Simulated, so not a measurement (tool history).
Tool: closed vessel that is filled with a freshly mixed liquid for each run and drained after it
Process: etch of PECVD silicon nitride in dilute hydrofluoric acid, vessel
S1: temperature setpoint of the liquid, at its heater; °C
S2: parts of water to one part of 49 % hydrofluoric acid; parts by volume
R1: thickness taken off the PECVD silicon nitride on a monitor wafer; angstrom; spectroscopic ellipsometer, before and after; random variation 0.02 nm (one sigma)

Run 1, hour 0.0: S1 26.0 °C, S2 120 parts by volume, time in the liquid (s) 145. Result: R1 30.089 angstrom.
Run 2, hour 4.2: S1 26.0 °C, S2 155 parts by volume, time in the liquid (s) 145. Result: R1 23.047 angstrom.
Run 3, hour 5.5: S1 28.0 °C, S2 155 parts by volume, time in the liquid (s) 145. Result: R1 25.984 angstrom.
Run 4, hour 10.7: S1 28.0 °C, S2 155 parts by volume, time in the liquid (s) 110. Result: R1 19.641 angstrom.
Run 5, hour 15.0: S1 29.5 °C, S2 140 parts by volume, time in the liquid (s) 110. Result: R1 24.210 angstrom.
Run 6, hour 20.9: S1 29.5 °C, S2 105 parts by volume, time in the liquid (s) 110. Result: R1 32.207 angstrom.
Run 7, hour 29.3: S1 30.5 °C, S2 105 parts by volume, time in the liquid (s) 110. Result: R1 34.461 angstrom.

Forecast run 8:
Run 8, hour 31.3: S1 31.0 °C, S2 105 parts by volume, time in the liquid (s) 110. Result: R1 ?.

R1: 35.211 angstrom
